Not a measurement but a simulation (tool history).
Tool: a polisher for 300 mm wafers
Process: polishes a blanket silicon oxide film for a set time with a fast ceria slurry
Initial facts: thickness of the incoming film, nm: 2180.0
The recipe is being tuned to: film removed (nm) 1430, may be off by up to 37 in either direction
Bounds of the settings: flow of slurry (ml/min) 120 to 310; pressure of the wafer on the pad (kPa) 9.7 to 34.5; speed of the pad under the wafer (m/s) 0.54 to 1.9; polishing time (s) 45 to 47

run	hour	flow of slurry (ml/min)	pressure of the wafer on the pad (kPa)	speed of the pad under the wafer (m/s)	polishing time (s)	film removed (nm)
1	0	200	22.1	1.22	45	1102.7
2	4.3	205	22.8	1.22	45	1140.7
3	8.2	205	22.8	1.4	45	1276.4
4	10.4	215	24.1	1.4	45	1337.8
5	17.4	215	24.1	1.16	45	1159.2
6	20.5	215	24.1	1.26	45	1247.3
7	25.8	215	24.8	1.26	45	1267.6
8	31.9	215	25.5	1.26	45	1286.7
9	38	215	26.2	1.26	45	1324.2

4 candidate next runs follow, results not yet known. Just one meets every target within its allowed miss. Identify it.
A	44.1	175	27.6	1.28	45	?
B	44.1	225	30.3	1.06	46	?
C	44.1	210	24.8	1.42	46	?
D	44.1	230	26.2	1.18	45	?

move	film removed (nm)
A	1353.3
B	1340.8
C	1418.3
D	1265.5
A: gains on the last run, yet a result remains outside its allowed miss
B: gains on the last run, yet a result remains outside its allowed miss
C: in spec on every target
D: further off than the last run
The move that meets every target is C.
